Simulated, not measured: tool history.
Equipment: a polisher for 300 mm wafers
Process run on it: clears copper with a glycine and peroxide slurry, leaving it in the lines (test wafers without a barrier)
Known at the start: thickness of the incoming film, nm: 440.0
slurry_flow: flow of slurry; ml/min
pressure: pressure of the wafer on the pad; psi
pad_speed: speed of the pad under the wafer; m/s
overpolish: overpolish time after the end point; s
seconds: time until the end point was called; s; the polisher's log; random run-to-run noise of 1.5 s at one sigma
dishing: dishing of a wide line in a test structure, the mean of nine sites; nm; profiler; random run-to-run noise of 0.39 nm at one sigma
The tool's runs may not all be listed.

Run 1, hour 0: slurry_flow 315 ml/min, pressure 2.7 psi, pad_speed 1.04 m/s, overpolish 29 s. Result: seconds 76.442 s, dishing 80.971 nm.
Run 2, hour 6.8: slurry_flow 315 ml/min, pressure 2.7 psi, pad_speed 0.82 m/s, overpolish 29 s. Result: seconds 95.564 s, dishing 73.883 nm.
Run 3, hour 10.1: slurry_flow 315 ml/min, pressure 2.1 psi, pad_speed 0.82 m/s, overpolish 29 s. Result: seconds 108.35 s, dishing 65.69 nm.
Run 4, hour 15: slurry_flow 345 ml/min, pressure 2.1 psi, pad_speed 0.82 m/s, overpolish 29 s. Result: seconds 111.16 s, dishing 67.084 nm.
Run 5, hour 19.1: slurry_flow 345 ml/min, pressure 2.1 psi, pad_speed 0.72 m/s, overpolish 29 s. Result: seconds 123.27 s, dishing 64.004 nm.
Run 6, hour 23.1: slurry_flow 305 ml/min, pressure 1.9 psi, pad_speed 0.82 m/s, overpolish 24 s. Result: seconds 116.27 s, dishing 56.303 nm.
Run 7, hour 29.2: slurry_flow 275 ml/min, pressure 1.7 psi, pad_speed 0.92 m/s, overpolish 20 s. Result: seconds 118.43 s, dishing 47.628 nm.
Run 8, hour 35.6: slurry_flow 250 ml/min, pressure 1.6 psi, pad_speed 1.08 m/s, overpolish 17 s. Result: seconds 113.37 s, dishing 44.06 nm.
Run 9, hour 42.8: slurry_flow 250 ml/min, pressure 1.6 psi, pad_speed 1.08 m/s, overpolish 17 s. Result: seconds 113.15 s, dishing 44.533 nm.
Run 10, hour 49: slurry_flow 235 ml/min, pressure 1.5 psi, pad_speed 1.22 m/s, overpolish 15 s. Result: seconds 105.35 s, dishing 40.994 nm.
Run 11, hour 57.1: slurry_flow 225 ml/min, pressure 1.5 psi, pad_speed 1.32 m/s, overpolish 13 s. Result: seconds 105.57 s, dishing 38.458 nm.
Run 12, hour 60.6: slurry_flow 215 ml/min, pressure 1.6 psi, pad_speed 1.4 m/s, overpolish 12 s. Result: seconds 90.545 s, dishing 38.743 nm.
Run 13, hour 63.3: slurry_flow 210 ml/min, pressure 1.6 psi, pad_speed 1.46 m/s, overpolish 11 s. Result: seconds 89.913 s, dishing 36.706 nm.
Run 14, hour 70.9: slurry_flow 210 ml/min, pressure 1.6 psi, pad_speed 1.46 m/s, overpolish 11 s. Result: seconds 91.448 s, dishing 36.501 nm.

What does the tool deliver on the next run?
Run 15, hour 79.1: slurry_flow 260 ml/min, pressure 1.3 psi, pad_speed 1.62 m/s, overpolish 9 s. Result: seconds ?, dishing ?.

seconds: 96.048 s
dishing: 30.427 nm

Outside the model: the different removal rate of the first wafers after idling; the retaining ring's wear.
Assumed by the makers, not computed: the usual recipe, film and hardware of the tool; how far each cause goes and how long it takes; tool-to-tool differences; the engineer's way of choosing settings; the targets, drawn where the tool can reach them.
